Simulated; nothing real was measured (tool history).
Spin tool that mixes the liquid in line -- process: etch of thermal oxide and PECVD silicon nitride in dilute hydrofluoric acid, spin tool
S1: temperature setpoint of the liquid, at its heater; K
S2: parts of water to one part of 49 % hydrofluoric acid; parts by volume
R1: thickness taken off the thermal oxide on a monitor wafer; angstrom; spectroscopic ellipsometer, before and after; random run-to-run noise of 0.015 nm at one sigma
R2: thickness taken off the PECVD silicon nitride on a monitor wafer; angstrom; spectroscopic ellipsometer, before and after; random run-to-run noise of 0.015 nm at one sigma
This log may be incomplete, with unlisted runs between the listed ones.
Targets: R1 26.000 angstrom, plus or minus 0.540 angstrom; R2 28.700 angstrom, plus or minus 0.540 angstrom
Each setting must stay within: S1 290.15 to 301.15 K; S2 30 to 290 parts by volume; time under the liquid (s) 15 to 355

run 1 hour=0.0 | S1=293.15 S2=160 time_under_the_liquid_(s)=180 | R1=41.890 R2=45.022
run 2 hour=1.9 | S1=293.15 S2=160 time_under_the_liquid_(s)=255 | R1=59.307 R2=64.175
run 3 hour=5.8 | S1=292.65 S2=185 time_under_the_liquid_(s)=255 | R1=48.796 R2=53.814
run 4 hour=11.4 | S1=291.15 S2=185 time_under_the_liquid_(s)=255 | R1=46.047 R2=48.034
run 5 hour=15.2 | S1=291.15 S2=185 time_under_the_liquid_(s)=290 | R1=52.475 R2=54.992
run 6 hour=19.8 | S1=291.15 S2=185 time_under_the_liquid_(s)=320 | R1=57.436 R2=60.934
run 7 hour=23.5 | S1=291.15 S2=210 time_under_the_liquid_(s)=310 | R1=48.368 R2=52.697
run 8 hour=29.8 | S1=291.15 S2=225 time_under_the_liquid_(s)=300 | R1=42.347 R2=47.278
run 9 hour=37.1 | S1=291.15 S2=235 time_under_the_liquid_(s)=290 | R1=39.281 R2=44.223
run 10 hour=44.7 | S1=291.15 S2=245 time_under_the_liquid_(s)=280 | R1=36.318 R2=40.279
run 11 hour=52.8 | S1=291.15 S2=255 time_under_the_liquid_(s)=275 | R1=34.056 R2=38.406
run 12 hour=59.4 | S1=291.15 S2=260 time_under_the_liquid_(s)=270 | R1=32.253 R2=36.616
run 13 hour=65.1 | S1=291.15 S2=265 time_under_the_liquid_(s)=265 | R1=30.935 R2=35.340
run 14 hour=66.5 | S1=291.15 S2=270 time_under_the_liquid_(s)=260 | R1=29.664 R2=34.297
run 15 hour=70.5 | S1=291.15 S2=270 time_under_the_liquid_(s)=255 | R1=29.223 R2=33.664
run 16 hour=72.5 | S1=290.15 S2=275 time_under_the_liquid_(s)=245 | R1=26.296 R2=29.785

5 candidate next runs follow, results not yet known. Just one meets every target within its allowed miss. Identify it.
run A hour=74.5 | S1=291.65 S2=290 time_under_the_liquid_(s)=245 | R1=? R2=?
run B hour=74.5 | S1=290.15 S2=180 time_under_the_liquid_(s)=150 | R1=? R2=?
run C hour=74.5 | S1=290.65 S2=240 time_under_the_liquid_(s)=200 | R1=? R2=?
run D hour=74.5 | S1=292.15 S2=290 time_under_the_liquid_(s)=235 | R1=? R2=?
run E hour=74.5 | S1=290.15 S2=205 time_under_the_liquid_(s)=170 | R1=? R2=?

move=A R1=25.882 R2=31.356
move=B R1=26.594 R2=27.457
move=C R1=25.681 R2=28.736
move=D R1=25.293 R2=31.062
move=E R1=25.861 R2=27.469
A: the biggest miss grows against the last run
B: the result that was furthest off in the last run now lies on the other side of its target
C: each result inside its tolerance
D: the biggest miss grows against the last run
E: the result that was furthest off in the last run now lies on the other side of its target
The right move is C.
